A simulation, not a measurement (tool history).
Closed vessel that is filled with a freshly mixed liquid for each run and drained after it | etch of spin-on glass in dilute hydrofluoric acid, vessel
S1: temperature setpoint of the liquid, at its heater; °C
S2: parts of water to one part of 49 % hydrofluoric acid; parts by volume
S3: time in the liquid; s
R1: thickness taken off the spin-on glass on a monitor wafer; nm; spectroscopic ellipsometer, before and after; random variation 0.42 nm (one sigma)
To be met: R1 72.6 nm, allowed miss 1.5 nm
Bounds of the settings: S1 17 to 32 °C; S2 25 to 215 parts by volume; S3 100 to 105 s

run	day	S1	S2	S3	R1
1	0	24	120	100	35.637
2	0.288	25	115	100	38.835
3	0.662	25.5	110	100	41.874
4	0.7	26	105	100	44.782
5	1.062	26	80	100	60.67
6	1.121	26.5	80	100	62.18
7	1.317	27	80	100	63.299
8	1.592	27.5	80	100	64.95
9	1.838	29	80	100	69.406
10	1.988	29.5	80	100	69.37

4 next moves are on the table. One of them brings every result within its allowed miss. Which?
A	2.138	31	85	100	?
B	2.138	29	80	100	?
C	2.138	32	95	105	?
D	2.138	31	85	105	?

move	R1
A	68.465
B	67.902
C	65.78
D	71.888
A: further off than the last run
B: further off than the last run
C: further off than the last run
D: meets every target
Answer: D

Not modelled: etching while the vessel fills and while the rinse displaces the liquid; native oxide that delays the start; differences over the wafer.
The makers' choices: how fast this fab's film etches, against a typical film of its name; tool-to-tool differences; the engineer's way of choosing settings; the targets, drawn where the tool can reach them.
